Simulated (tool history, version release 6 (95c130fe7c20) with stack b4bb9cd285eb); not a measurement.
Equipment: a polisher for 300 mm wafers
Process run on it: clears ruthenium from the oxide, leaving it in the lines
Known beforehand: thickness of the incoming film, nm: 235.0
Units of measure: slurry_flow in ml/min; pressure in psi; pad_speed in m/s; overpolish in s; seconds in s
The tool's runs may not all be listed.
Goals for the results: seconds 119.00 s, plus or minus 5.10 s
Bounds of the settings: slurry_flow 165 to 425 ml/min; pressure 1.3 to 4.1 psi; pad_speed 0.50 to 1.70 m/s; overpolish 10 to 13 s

run,hour,slurry_flow,pressure,pad_speed,overpolish,seconds
1,0.0,275,2.7,1.10,13,154.58
2,4.8,275,2.7,1.10,10,150.40
3,13.2,275,2.7,1.10,10,154.39
4,21.5,275,2.8,1.10,10,148.03
5,29.4,275,2.9,1.10,10,141.62
6,32.2,275,2.4,1.10,10,172.35
7,39.7,275,2.6,1.10,10,157.87
8,43.5,275,2.8,1.10,10,146.55
9,45.5,275,2.9,1.10,10,142.84
10,54.3,275,2.9,1.10,10,141.80
11,57.3,275,3.0,1.10,10,138.05
12,65.8,275,3.1,1.10,10,134.99
13,74.4,275,3.2,1.10,10,129.26
14,76.3,275,3.3,1.10,10,128.77

Which single option among these 5 for the next run brings every result within its allowed miss of target? Just one does.
A,78.2,290,3.5,1.26,10,?
B,78.2,280,3.2,1.12,12,?
C,78.2,195,3.7,1.12,13,?
D,78.2,260,3.8,1.14,10,?
E,78.2,230,3.3,1.38,10,?

move,seconds
A,108.20
B,130.60
C,119.29
D,110.42
E,108.33
A: takes the biggest miss from the last run beyond its target
B: moves away from the targets compared with the last run
C: each result inside its tolerance
D: takes the biggest miss from the last run beyond its target
E: takes the biggest miss from the last run beyond its target
So the answer is move C, the one that meets all the targets.
